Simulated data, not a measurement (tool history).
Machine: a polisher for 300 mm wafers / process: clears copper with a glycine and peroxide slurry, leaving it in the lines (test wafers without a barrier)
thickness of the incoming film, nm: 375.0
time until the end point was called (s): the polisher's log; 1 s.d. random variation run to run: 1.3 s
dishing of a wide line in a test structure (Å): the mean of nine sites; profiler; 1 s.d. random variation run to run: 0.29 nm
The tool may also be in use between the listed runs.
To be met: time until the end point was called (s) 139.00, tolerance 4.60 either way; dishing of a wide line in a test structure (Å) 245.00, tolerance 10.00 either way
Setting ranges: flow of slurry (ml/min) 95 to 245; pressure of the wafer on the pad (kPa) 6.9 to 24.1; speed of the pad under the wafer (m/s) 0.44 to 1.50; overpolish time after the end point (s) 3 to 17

run	hour	flow of slurry (ml/min)	pressure of the wafer on the pad (kPa)	speed of the pad under the wafer (m/s)	overpolish time after the end point (s)	time until the end point was called (s)	dishing of a wide line in a test structure (Å)
1	0.0	155	15.2	0.96	9	106.92	242.24
2	8.0	150	14.5	0.96	9	107.12	232.03
3	10.8	175	14.5	0.96	9	107.84	240.75
4	11.5	175	14.5	0.96	11	106.58	283.67
5	16.9	175	14.5	0.96	9	108.66	239.74
6	21.2	175	13.8	0.96	10	111.10	245.27
7	27.2	175	13.1	0.94	11	116.14	265.32
8	27.9	175	12.4	0.94	11	119.88	257.38
9	28.9	175	11.7	0.94	11	124.12	243.10
10	35.0	175	11.0	0.94	11	127.61	236.84

Of the 5 settings listed for the next run, only one would bring every result within its allowed miss of target. Which one?
A	41.1	175	8.3	1.20	13	?	?
B	41.1	245	10.3	0.84	12	?	?
C	41.1	145	11.7	1.22	9	?	?
D	41.1	195	11.7	0.92	10	?	?
E	41.1	185	10.3	1.14	10	?	?

move	time until the end point was called (s)	dishing of a wide line in a test structure (Å)
A	131.12	274.04
B	138.41	245.44
C	108.02	235.92
D	124.90	228.28
E	118.14	238.93
A: further off than the last run
B: in spec on every target
C: further off than the last run
D: further off than the last run
E: further off than the last run
B is the move that brings every result within its allowed miss.
